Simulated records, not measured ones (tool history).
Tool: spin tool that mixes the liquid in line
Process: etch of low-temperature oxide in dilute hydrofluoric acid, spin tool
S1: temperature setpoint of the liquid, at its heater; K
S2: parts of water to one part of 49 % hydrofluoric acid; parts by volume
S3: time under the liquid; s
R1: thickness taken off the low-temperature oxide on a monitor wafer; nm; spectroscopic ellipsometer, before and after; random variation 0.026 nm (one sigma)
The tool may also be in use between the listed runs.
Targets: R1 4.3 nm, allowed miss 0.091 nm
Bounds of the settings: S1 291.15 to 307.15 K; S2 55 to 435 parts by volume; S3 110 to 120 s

run    day      S1   S2   S3      R1
  1      0  299.15  245  110  7.1285
  2  0.288  301.65  245  110  7.8692
  3  0.329  304.65  245  110  8.6355
  4   0.65  302.15  255  110  7.5387
  5  0.904  300.15  260  110   6.795
  6  1.133  300.15  220  110  8.3953
  7  1.421  298.65  235  110  7.4178
  8  1.679  297.15  245  110  6.6689
  9  1.925  293.15  300  110  4.5304

Which of these 4 next moves meets every target?
  A  2.171  298.65  355  110   ?
  B  2.171  292.15  325  115   ?
  C  2.171  294.15  325  120   ?
  D  2.171  294.15  290  110   ?

move      R1
   A  4.3204
   B  4.0452
   C  4.5365
   D  4.8106
A: meets every target
B: takes the result that was furthest off past its target
C: as far off as the last run
D: further off than the last run
The right move is A.
